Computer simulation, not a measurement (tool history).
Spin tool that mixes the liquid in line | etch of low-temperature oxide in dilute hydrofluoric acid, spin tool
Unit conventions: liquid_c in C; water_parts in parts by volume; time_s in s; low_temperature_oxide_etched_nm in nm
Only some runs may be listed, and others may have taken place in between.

run	hour	liquid_c	water_parts	time_s	low_temperature_oxide_etched_nm
1	0.0	22.0	200	70	7.2388
2	4.7	22.0	235	70	5.9721
3	6.8	20.5	235	70	5.5366
4	13.9	23.5	200	70	7.4603
5	19.5	25.5	200	70	8.1566
6	23.2	27.0	175	70	10.2350
7	31.8	28.0	160	70	11.5680

The next listed run, before its measurement:
# hour 37.3: hydrofluoric acid flow meter replaced
8	37.3	28.5	150	70	?

{"run 8": {"low_temperature_oxide_etched_nm": 12.115}}
